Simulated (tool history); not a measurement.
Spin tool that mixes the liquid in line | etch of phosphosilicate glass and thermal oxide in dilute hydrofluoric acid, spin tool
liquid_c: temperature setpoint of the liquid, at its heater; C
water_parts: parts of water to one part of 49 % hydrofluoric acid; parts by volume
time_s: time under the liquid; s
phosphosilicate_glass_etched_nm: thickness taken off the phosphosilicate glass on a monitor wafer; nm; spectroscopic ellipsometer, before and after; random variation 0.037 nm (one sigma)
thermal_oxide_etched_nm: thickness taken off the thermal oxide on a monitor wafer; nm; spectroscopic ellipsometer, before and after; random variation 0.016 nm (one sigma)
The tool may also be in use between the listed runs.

run,hour,liquid_c,water_parts,time_s,phosphosilicate_glass_etched_nm,thermal_oxide_etched_nm
1,0.0,22.0,245,30,6.6199,0.44328
2,8.0,22.0,245,40,8.9595,0.58879
3,14.7,22.0,330,40,6.0765,0.42483
4,23.1,21.5,335,40,5.8767,0.41442
5,31.7,21.5,285,40,7.2659,0.49739
6,40.1,21.0,295,40,6.7505,0.42576
7,46.7,21.0,310,40,6.3672,0.47881
8,51.8,21.5,325,40,6.1509,0.42320
9,60.8,21.5,325,40,6.0838,0.40973

The next listed run, before its measurement:
10,69.3,21.0,330,40,?,?

Run 10 gave phosphosilicate_glass_etched_nm 5.9370 nm, thermal_oxide_etched_nm 0.40224 nm.
